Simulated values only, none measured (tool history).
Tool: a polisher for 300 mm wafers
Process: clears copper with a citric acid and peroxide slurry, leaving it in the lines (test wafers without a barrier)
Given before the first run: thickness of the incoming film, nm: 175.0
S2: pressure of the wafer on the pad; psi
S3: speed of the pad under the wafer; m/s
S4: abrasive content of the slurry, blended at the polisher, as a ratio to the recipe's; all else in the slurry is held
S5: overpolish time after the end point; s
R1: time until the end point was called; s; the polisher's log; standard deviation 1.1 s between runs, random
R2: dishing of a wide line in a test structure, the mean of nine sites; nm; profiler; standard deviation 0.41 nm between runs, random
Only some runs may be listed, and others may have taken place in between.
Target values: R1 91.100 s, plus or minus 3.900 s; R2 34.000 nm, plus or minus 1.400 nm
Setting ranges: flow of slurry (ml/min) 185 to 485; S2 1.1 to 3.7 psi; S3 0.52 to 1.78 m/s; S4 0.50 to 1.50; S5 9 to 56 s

{"run": 1, "hour": 0.0, "flow of slurry (ml/min)": 310, "S2": 2.4, "S3": 1.14, "S4": 1.0, "S5": 29, "R1": 99.641, "R2": 38.713}
{"run": 2, "hour": 0.9, "flow of slurry (ml/min)": 310, "S2": 2.4, "S3": 1.14, "S4": 1.0, "S5": 28, "R1": 100.92, "R2": 38.153}
{"run": 3, "hour": 5.7, "flow of slurry (ml/min)": 310, "S2": 2.4, "S3": 1.14, "S4": 1.0, "S5": 27, "R1": 99.861, "R2": 36.601}
{"run": 4, "hour": 13.9, "flow of slurry (ml/min)": 310, "S2": 2.0, "S3": 1.14, "S4": 1.0, "S5": 27, "R1": 120.09, "R2": 30.919}
{"run": 5, "hour": 20.0, "flow of slurry (ml/min)": 310, "S2": 2.1, "S3": 1.14, "S4": 1.0, "S5": 26, "R1": 114.89, "R2": 31.907}
{"hour": 28.1, "done": "slurry blender recalibrated"}
{"run": 6, "hour": 28.1, "flow of slurry (ml/min)": 380, "S2": 2.1, "S3": 1.14, "S4": 1.0, "S5": 26, "R1": 106.69, "R2": 33.374}
{"run": 7, "hour": 30.3, "flow of slurry (ml/min)": 380, "S2": 2.1, "S3": 1.14, "S4": 1.0, "S5": 26, "R1": 109.33, "R2": 33.305}
{"run": 8, "hour": 36.5, "flow of slurry (ml/min)": 390, "S2": 2.1, "S3": 1.14, "S4": 1.0, "S5": 25, "R1": 107.47, "R2": 31.419}
{"run": 9, "hour": 42.7, "flow of slurry (ml/min)": 400, "S2": 2.1, "S3": 1.14, "S4": 1.0, "S5": 25, "R1": 108.02, "R2": 31.866}
{"run": 10, "hour": 49.7, "flow of slurry (ml/min)": 405, "S2": 2.2, "S3": 1.14, "S4": 1.0, "S5": 25, "R1": 100.51, "R2": 33.404}
{"run": 11, "hour": 53.2, "flow of slurry (ml/min)": 415, "S2": 2.2, "S3": 1.14, "S4": 1.0, "S5": 25, "R1": 101.19, "R2": 33.76}
{"run": 12, "hour": 57.0, "flow of slurry (ml/min)": 420, "S2": 2.2, "S3": 1.14, "S4": 1.0, "S5": 25, "R1": 101.18, "R2": 33.441}
{"run": 13, "hour": 65.6, "flow of slurry (ml/min)": 425, "S2": 2.2, "S3": 1.14, "S4": 1.0, "S5": 25, "R1": 101.56, "R2": 33.679}
{"run": 14, "hour": 73.0, "flow of slurry (ml/min)": 430, "S2": 2.2, "S3": 1.14, "S4": 1.0, "S5": 25, "R1": 101.4, "R2": 33.533}
{"run": 15, "hour": 78.4, "flow of slurry (ml/min)": 435, "S2": 2.2, "S3": 1.14, "S4": 1.0, "S5": 25, "R1": 102.23, "R2": 33.862}
{"run": 16, "hour": 81.6, "flow of slurry (ml/min)": 440, "S2": 2.3, "S3": 1.14, "S4": 1.0, "S5": 23, "R1": 96.9, "R2": 32.548}

Next run, 5 choices. One meets every target within its allowed miss, the rest don't. Which?
{"run": "A", "hour": 84.8, "flow of slurry (ml/min)": 385, "S2": 2.8, "S3": 0.98, "S4": 1.1, "S5": 22, "R1": "?", "R2": "?"}
{"run": "B", "hour": 84.8, "flow of slurry (ml/min)": 450, "S2": 2.9, "S3": 1.22, "S4": 0.65, "S5": 22, "R1": "?", "R2": "?"}
{"run": "C", "hour": 84.8, "flow of slurry (ml/min)": 465, "S2": 2.9, "S3": 1.02, "S4": 0.85, "S5": 24, "R1": "?", "R2": "?"}
{"run": "D", "hour": 84.8, "flow of slurry (ml/min)": 480, "S2": 2.0, "S3": 1.64, "S4": 0.95, "S5": 20, "R1": "?", "R2": "?"}
{"run": "E", "hour": 84.8, "flow of slurry (ml/min)": 425, "S2": 2.3, "S3": 1.32, "S4": 1.05, "S5": 21, "R1": "?", "R2": "?"}

move=A R1=90.510 R2=33.169
move=B R1=81.298 R2=36.517
move=C R1=89.344 R2=36.296
move=D R1=78.168 R2=34.150
move=E R1=82.580 R2=34.218
A: meets every target
B: carries the result that was furthest off beyond its target, to the other side
C: meets the target for the result that was furthest off, but another lies outside its allowed miss
D: carries the result that was furthest off beyond its target, to the other side
E: carries the result that was furthest off beyond its target, to the other side
Go with A: it meets all targets.

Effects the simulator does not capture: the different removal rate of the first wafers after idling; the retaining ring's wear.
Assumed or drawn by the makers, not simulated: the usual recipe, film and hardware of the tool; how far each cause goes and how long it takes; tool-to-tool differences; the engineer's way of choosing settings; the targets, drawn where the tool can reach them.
